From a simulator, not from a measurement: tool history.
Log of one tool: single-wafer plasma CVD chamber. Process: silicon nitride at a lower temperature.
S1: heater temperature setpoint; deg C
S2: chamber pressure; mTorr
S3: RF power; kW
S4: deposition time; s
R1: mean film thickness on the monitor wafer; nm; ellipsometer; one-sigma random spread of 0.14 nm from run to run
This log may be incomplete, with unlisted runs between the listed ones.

| run | hour | S1 | S2 | S3 | S4 | R1 |
|---|---|---|---|---|---|---|
| 1 | 0 | 370 | 1080 | 0.365 | 27 | 33.478 |
| 2 | 5.7 | 370 | 1040 | 0.36 | 27 | 32.976 |
| 3 | 11.5 | 370 | 1010 | 0.355 | 26.9 | 32.341 |
| 4 | 16.8 | 370 | 1010 | 0.355 | 27 | 32.252 |
| 5 | 21.6 | 370 | 980 | 0.35 | 27 | 31.353 |
| 6 | 29.7 | 370 | 950 | 0.35 | 27 | 31.15 |

Estimate the outcome of run 7 from the log above:
| 7 | 31.1 | 370 | 920 | 0.35 | 27 | ? |

{"run 7": {"R1": 30.549}}
